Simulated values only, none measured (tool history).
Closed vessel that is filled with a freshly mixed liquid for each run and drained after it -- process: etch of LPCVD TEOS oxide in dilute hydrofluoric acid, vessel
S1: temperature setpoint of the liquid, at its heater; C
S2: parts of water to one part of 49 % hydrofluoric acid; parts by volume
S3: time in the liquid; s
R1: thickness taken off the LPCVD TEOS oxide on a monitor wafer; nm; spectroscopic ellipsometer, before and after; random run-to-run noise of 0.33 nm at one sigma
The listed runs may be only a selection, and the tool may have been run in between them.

run	hour	S1	S2	S3	R1
1	0	20	60	30	13.737
2	2	20	40	30	21.308
3	7.3	20	40	30	21.355
4	9.4	20	50	30	16.711
5	14.2	22.5	40	30	23.346
6	18	19.5	40	30	20.855
7	24	23.5	20	30	51.036
8	28.3	23	20	30	50.028
9	31.5	22.5	20	30	48.948

What does the tool deliver on the next run?
10	35.8	22.5	20	30	?

{"run 10": {"R1": 48.656}}
